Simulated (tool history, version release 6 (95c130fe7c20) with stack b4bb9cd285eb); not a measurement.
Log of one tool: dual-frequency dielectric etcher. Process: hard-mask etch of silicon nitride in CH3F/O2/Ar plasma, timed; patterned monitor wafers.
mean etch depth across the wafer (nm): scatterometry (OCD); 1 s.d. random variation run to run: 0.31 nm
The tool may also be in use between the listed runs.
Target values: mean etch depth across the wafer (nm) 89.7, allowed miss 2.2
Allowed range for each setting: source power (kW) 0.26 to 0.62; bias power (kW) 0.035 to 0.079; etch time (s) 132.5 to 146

run,hour,source power (kW),bias power (kW),etch time (s),mean etch depth across the wafer (nm)
1,0,0.44,0.057,146,103.4
2,5.4,0.42,0.056,145.5,99.597
3,7.6,0.41,0.056,145.5,98.824
4,11.5,0.41,0.063,145.5,105.4
5,14.8,0.41,0.069,145.5,109.81
6,18.7,0.34,0.069,145.5,101.77
7,24,0.33,0.068,145,98.834
8,32.2,0.26,0.063,142.5,85.341

5 next moves are on the table. One of them brings every result within its allowed miss. Which?
A,40.4,0.26,0.063,141,?
B,40.4,0.26,0.061,140,?
C,40.4,0.31,0.059,143.5,?
D,40.4,0.27,0.063,140.5,?
E,40.4,0.26,0.059,136,?

move,mean etch depth across the wafer (nm)
A,84.179
B,82.256
C,89.327
D,85.229
E,78.591
A: its largest miss is bigger than the last run's
B: its largest miss is bigger than the last run's
C: in spec on every target
D: no better and no worse than the last run
E: its largest miss is bigger than the last run's
C meets every target.
